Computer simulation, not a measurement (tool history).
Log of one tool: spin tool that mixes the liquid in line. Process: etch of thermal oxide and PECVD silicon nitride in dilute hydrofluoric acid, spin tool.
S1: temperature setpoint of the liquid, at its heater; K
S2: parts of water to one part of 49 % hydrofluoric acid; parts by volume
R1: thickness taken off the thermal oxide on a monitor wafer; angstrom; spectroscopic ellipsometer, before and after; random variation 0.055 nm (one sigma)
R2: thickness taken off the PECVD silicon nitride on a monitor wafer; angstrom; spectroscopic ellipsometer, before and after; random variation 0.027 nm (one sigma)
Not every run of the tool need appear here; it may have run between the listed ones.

{"run": 1, "hour": 0.0, "S1": 297.15, "S2": 170, "time under the liquid (s)": 180, "R1": 48.265, "R2": 18.599}
{"run": 2, "hour": 3.2, "S1": 297.15, "S2": 115, "time under the liquid (s)": 180, "R1": 77.3, "R2": 27.419}
{"run": 3, "hour": 8.0, "S1": 294.15, "S2": 115, "time under the liquid (s)": 180, "R1": 68.652, "R2": 22.028}
{"run": 4, "hour": 9.8, "S1": 297.15, "S2": 115, "time under the liquid (s)": 180, "R1": 76.998, "R2": 27.316}
{"run": 5, "hour": 10.3, "S1": 295.65, "S2": 115, "time under the liquid (s)": 180, "R1": 72.107, "R2": 24.129}
{"run": 6, "hour": 14.3, "S1": 295.65, "S2": 170, "time under the liquid (s)": 180, "R1": 45.693, "R2": 16.893}
{"run": 7, "hour": 17.2, "S1": 296.15, "S2": 165, "time under the liquid (s)": 180, "R1": 48.452, "R2": 18.095}
{"run": 8, "hour": 21.4, "S1": 296.65, "S2": 160, "time under the liquid (s)": 180, "R1": 51.578, "R2": 19.336}
{"run": 9, "hour": 29.2, "S1": 297.15, "S2": 155, "time under the liquid (s)": 180, "R1": 54.675, "R2": 20.273}

Estimate the outcome of run 10 from the log above:
{"run": 10, "hour": 37.8, "S1": 297.65, "S2": 155, "time under the liquid (s)": 180, "R1": "?", "R2": "?"}

For run 10 the tool returned R1 55.864 angstrom, R2 20.749 angstrom.
